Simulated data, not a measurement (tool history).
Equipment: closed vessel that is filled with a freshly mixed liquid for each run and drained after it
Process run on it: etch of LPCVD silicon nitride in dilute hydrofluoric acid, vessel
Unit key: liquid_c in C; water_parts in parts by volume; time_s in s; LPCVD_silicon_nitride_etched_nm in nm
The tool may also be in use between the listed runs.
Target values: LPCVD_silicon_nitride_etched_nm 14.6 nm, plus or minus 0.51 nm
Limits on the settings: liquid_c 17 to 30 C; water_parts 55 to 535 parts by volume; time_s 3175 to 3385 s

| run | hour | liquid_c | water_parts | time_s | LPCVD_silicon_nitride_etched_nm |
|---|---|---|---|---|---|
| 1 | 0 | 22 | 295 | 3175 | 5.0501 |
| 2 | 2.8 | 22 | 355 | 3175 | 4.222 |
| 3 | 8.5 | 24.5 | 280 | 3185 | 6.2725 |
| 4 | 15.3 | 24.5 | 280 | 3175 | 6.2458 |
| 5 | 25.2 | 24.5 | 280 | 3385 | 6.7017 |
| 6 | 27.1 | 26 | 235 | 3385 | 8.7581 |
| 7 | 31.2 | 27 | 210 | 3385 | 10.44 |
| 8 | 34.2 | 30 | 170 | 3385 | 15.49 |

Exercise: of the 5 proposed moves below, exactly one satisfies all targets within the stated allowed misses. Which move is it?
| A | 37.2 | 29.5 | 165 | 3180 | ? |
| B | 37.2 | 29.5 | 150 | 3175 | ? |
| C | 37.2 | 29.5 | 180 | 3280 | ? |
| D | 37.2 | 29 | 140 | 3215 | ? |
| E | 37.2 | 27.5 | 160 | 3280 | ? |

| move | LPCVD_silicon_nitride_etched_nm |
|---|---|
| A | 14.409 |
| B | 15.845 |
| C | 13.606 |
| D | 16.68 |
| E | 13.552 |
A: hits every target within its allowed miss
B: lands further from the targets than the last run did
C: the result that was furthest off in the last run now lies on the other side of its target
D: lands further from the targets than the last run did
E: the result that was furthest off in the last run now lies on the other side of its target
So the answer is move A, the one that meets all the targets.
